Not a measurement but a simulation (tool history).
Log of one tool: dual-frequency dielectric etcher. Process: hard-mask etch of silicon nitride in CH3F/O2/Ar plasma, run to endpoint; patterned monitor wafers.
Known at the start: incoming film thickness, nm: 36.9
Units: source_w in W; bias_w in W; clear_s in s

| run | hour | source_w | bias_w | clear_s |
|---|---|---|---|---|
| 1 | 0 | 510 | 55 | 49.23 |
| 2 | 6 | 510 | 49 | 52.022 |
| 3 | 13.4 | 510 | 41 | 55.403 |
| 4 | 16.6 | 590 | 41 | 52.64 |
| 5 | 24.3 | 550 | 41 | 54.392 |
| 6 | 27.6 | 550 | 45 | 51.619 |
| 7 | 31.6 | 600 | 48 | 49.806 |
| 8 | 32.8 | 630 | 53 | 46.284 |
| 9 | 33.6 | 650 | 55 | 45.18 |
| 10 | 38.6 | 670 | 57 | 44.427 |

The next listed run, before its measurement:
| 11 | 39.7 | 680 | 59 | ? |

{"run 11": {"clear_s": 43.51}}
